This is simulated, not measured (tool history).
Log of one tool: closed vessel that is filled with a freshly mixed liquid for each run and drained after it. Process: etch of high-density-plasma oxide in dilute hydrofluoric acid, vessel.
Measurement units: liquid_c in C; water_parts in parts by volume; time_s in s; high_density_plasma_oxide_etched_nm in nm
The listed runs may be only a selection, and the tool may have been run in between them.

| run | day | liquid_c | water_parts | time_s | high_density_plasma_oxide_etched_nm |
|---|---|---|---|---|---|
| 1 | 0.000 | 25.0 | 210 | 2990 | 77.843 |
| 2 | 0.375 | 24.0 | 220 | 2990 | 71.368 |
| 3 | 0.538 | 20.5 | 220 | 2990 | 61.992 |
| 4 | 0.725 | 20.0 | 225 | 2990 | 58.815 |
| 5 | 1.025 | 19.5 | 230 | 2990 | 56.224 |
| 6 | 1.429 | 19.0 | 235 | 2990 | 54.366 |
| 7 | 1.758 | 19.0 | 240 | 2990 | 52.399 |

What does the tool deliver on the next run?
| 8 | 1.867 | 19.0 | 245 | 2990 | ? |

high_density_plasma_oxide_etched_nm: 51.335 nm
